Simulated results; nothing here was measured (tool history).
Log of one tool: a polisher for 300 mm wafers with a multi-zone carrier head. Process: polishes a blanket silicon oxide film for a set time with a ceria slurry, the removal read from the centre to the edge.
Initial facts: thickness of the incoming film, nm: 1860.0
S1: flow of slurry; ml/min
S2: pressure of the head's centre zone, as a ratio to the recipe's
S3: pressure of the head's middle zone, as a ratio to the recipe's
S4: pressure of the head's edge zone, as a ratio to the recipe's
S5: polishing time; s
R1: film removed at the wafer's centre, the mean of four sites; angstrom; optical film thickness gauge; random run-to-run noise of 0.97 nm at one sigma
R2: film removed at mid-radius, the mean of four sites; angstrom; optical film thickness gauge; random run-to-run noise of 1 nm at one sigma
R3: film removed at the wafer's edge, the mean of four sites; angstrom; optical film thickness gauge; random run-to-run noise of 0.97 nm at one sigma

run 1 day=0.000 | S1=225 S2=1.00 S3=1.00 S4=1.00 S5=41 | R1=1147.20 R2=1162.80 R3=1139.50
run 2 day=0.362 | S1=200 S2=1.00 S3=1.00 S4=1.00 S5=41 | R1=1131.40 R2=1126.80 R3=1112.00
run 3 day=0.633 | S1=200 S2=0.93 S3=1.00 S4=1.00 S5=41 | R1=1071.90 R2=1146.50 R3=1131.80
run 4 day=0.846 | S1=200 S2=0.90 S3=1.00 S4=1.00 S5=41 | R1=1035.50 R2=1121.60 R3=1108.20
run 5 day=1.217 | S1=195 S2=0.93 S3=0.97 S4=0.97 S5=38 | R1=985.41 R2=1017.00 R3=1015.90
run 6 day=1.354 | S1=195 S2=0.93 S3=0.97 S4=1.03 S5=38 | R1=996.51 R2=1020.50 R3=1050.00
run 7 day=1.517 | S1=190 S2=0.95 S3=0.95 S4=1.00 S5=36 | R1=941.53 R2=942.64 R3=954.88

For run 8, what comes out?
run 8 day=1.862 | S1=185 S2=0.96 S3=0.93 S4=0.98 S5=35 | R1=? R2=? R3=?

{"run 8": {"R1": 928.79, "R2": 898.28, "R3": 940.47}}
